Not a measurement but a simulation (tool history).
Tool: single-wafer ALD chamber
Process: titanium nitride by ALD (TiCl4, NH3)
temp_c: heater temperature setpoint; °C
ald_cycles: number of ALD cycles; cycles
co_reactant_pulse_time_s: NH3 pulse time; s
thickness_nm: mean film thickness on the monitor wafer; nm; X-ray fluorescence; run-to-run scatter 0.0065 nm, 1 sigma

run	hour	temp_c	ald_cycles	co_reactant_pulse_time_s	thickness_nm
1	0	375	79	2.22	1.8919
2	8.6	375	79	2.22	1.8909
3	9.4	372	79	2.06	1.8628
4	15.2	372	79	2.06	1.8558
5	22.3	370	79	1.98	1.8431
6	24.3	370	79	1.98	1.8593
7	26	368	79	1.84	1.8178
8	29.7	367	79	1.78	1.84

What does the tool deliver on the next run?
9	31.6	355	79	1.07	?

Run 9 measured thickness_nm 1.6527 nm.
